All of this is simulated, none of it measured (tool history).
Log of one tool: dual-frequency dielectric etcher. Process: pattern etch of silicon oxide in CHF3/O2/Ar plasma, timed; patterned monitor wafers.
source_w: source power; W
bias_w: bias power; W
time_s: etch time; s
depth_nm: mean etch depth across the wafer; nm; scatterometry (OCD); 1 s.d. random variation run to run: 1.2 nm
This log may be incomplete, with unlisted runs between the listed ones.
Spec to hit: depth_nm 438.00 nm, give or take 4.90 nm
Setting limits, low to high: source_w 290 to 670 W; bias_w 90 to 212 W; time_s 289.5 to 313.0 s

run	hour	source_w	bias_w	time_s	depth_nm
1	0.0	480	151	313.0	510.37
2	4.0	430	150	313.0	480.57
3	8.9	410	150	313.0	469.03
4	13.6	330	150	313.0	412.93
5	19.2	330	123	313.0	389.79
6	22.2	350	123	313.0	405.23
7	25.5	360	123	313.0	411.67
8	28.6	370	123	313.0	420.15
9	32.8	380	123	313.0	424.50
10	35.9	390	123	313.0	431.52
11	44.2	410	123	313.0	446.05

Which single option among these 4 for the next run brings every result within its allowed miss of target? Just one does.
A	52.5	420	128	309.0	?
B	52.5	430	136	302.5	?
C	52.5	420	119	307.5	?
D	52.5	430	122	313.0	?

move	depth_nm
A	448.65
B	452.36
C	437.90
D	454.57
A: lands further from the targets than the last run did
B: lands further from the targets than the last run did
C: each result inside its tolerance
D: lands further from the targets than the last run did
C is the move that brings every result within its allowed miss.
